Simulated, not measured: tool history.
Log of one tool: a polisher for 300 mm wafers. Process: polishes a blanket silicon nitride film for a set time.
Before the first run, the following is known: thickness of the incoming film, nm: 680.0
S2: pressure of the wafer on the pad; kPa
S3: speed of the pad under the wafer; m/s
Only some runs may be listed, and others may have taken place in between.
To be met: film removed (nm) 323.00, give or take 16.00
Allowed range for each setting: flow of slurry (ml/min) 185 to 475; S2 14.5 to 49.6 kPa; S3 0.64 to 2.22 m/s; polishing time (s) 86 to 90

{"run": 1, "day": 0.0, "flow of slurry (ml/min)": 305, "S2": 31.7, "S3": 1.42, "polishing time (s)": 86, "film removed (nm)": 223.57}
{"run": 2, "day": 0.308, "flow of slurry (ml/min)": 305, "S2": 31.7, "S3": 1.42, "polishing time (s)": 86, "film removed (nm)": 220.57}
{"run": 3, "day": 0.458, "flow of slurry (ml/min)": 305, "S2": 31.7, "S3": 1.26, "polishing time (s)": 86, "film removed (nm)": 204.17}
{"run": 4, "day": 0.621, "flow of slurry (ml/min)": 305, "S2": 33.8, "S3": 1.28, "polishing time (s)": 86, "film removed (nm)": 212.37}
{"run": 5, "day": 0.746, "flow of slurry (ml/min)": 305, "S2": 33.8, "S3": 1.6, "polishing time (s)": 86, "film removed (nm)": 259.6}
{"run": 6, "day": 0.896, "flow of slurry (ml/min)": 250, "S2": 33.8, "S3": 1.6, "polishing time (s)": 86, "film removed (nm)": 253.69}
{"run": 7, "day": 1.246, "flow of slurry (ml/min)": 250, "S2": 35.2, "S3": 1.6, "polishing time (s)": 86, "film removed (nm)": 258.65}
{"run": 8, "day": 1.488, "flow of slurry (ml/min)": 255, "S2": 36.5, "S3": 1.6, "polishing time (s)": 86, "film removed (nm)": 268.66}
{"run": 9, "day": 1.783, "flow of slurry (ml/min)": 255, "S2": 37.9, "S3": 1.6, "polishing time (s)": 86, "film removed (nm)": 283.96}
{"run": 10, "day": 2.008, "flow of slurry (ml/min)": 255, "S2": 38.6, "S3": 1.6, "polishing time (s)": 86, "film removed (nm)": 283.71}
{"run": 11, "day": 2.071, "flow of slurry (ml/min)": 255, "S2": 39.3, "S3": 1.6, "polishing time (s)": 86, "film removed (nm)": 289.38}
{"run": 12, "day": 2.3, "flow of slurry (ml/min)": 255, "S2": 40.0, "S3": 1.6, "polishing time (s)": 86, "film removed (nm)": 287.06}
{"run": 13, "day": 2.642, "flow of slurry (ml/min)": 255, "S2": 40.7, "S3": 1.6, "polishing time (s)": 86, "film removed (nm)": 298.18}
{"run": 14, "day": 2.958, "flow of slurry (ml/min)": 255, "S2": 41.4, "S3": 1.6, "polishing time (s)": 86, "film removed (nm)": 296.42}
{"run": 15, "day": 3.229, "flow of slurry (ml/min)": 255, "S2": 42.1, "S3": 1.6, "polishing time (s)": 86, "film removed (nm)": 302.98}

Exercise: of the 5 proposed moves below, exactly one satisfies all targets within the stated allowed misses. Which move is it?
{"run": "A", "day": 3.5, "flow of slurry (ml/min)": 245, "S2": 43.4, "S3": 1.42, "polishing time (s)": 86, "film removed (nm)": "?"}
{"run": "B", "day": 3.5, "flow of slurry (ml/min)": 365, "S2": 38.6, "S3": 1.48, "polishing time (s)": 90, "film removed (nm)": "?"}
{"run": "C", "day": 3.5, "flow of slurry (ml/min)": 250, "S2": 41.4, "S3": 1.72, "polishing time (s)": 86, "film removed (nm)": "?"}
{"run": "D", "day": 3.5, "flow of slurry (ml/min)": 295, "S2": 39.3, "S3": 1.6, "polishing time (s)": 86, "film removed (nm)": "?"}
{"run": "E", "day": 3.5, "flow of slurry (ml/min)": 280, "S2": 41.4, "S3": 1.54, "polishing time (s)": 87, "film removed (nm)": "?"}

move=A film_removed_(nm)=285.82
move=B film_removed_(nm)=290.04
move=C film_removed_(nm)=319.85
move=D film_removed_(nm)=293.91
move=E film_removed_(nm)=300.10
A: misses by more than the last run did
B: misses by more than the last run did
C: in spec on every target
D: misses by more than the last run did
E: misses by more than the last run did
The move that meets every target is C.

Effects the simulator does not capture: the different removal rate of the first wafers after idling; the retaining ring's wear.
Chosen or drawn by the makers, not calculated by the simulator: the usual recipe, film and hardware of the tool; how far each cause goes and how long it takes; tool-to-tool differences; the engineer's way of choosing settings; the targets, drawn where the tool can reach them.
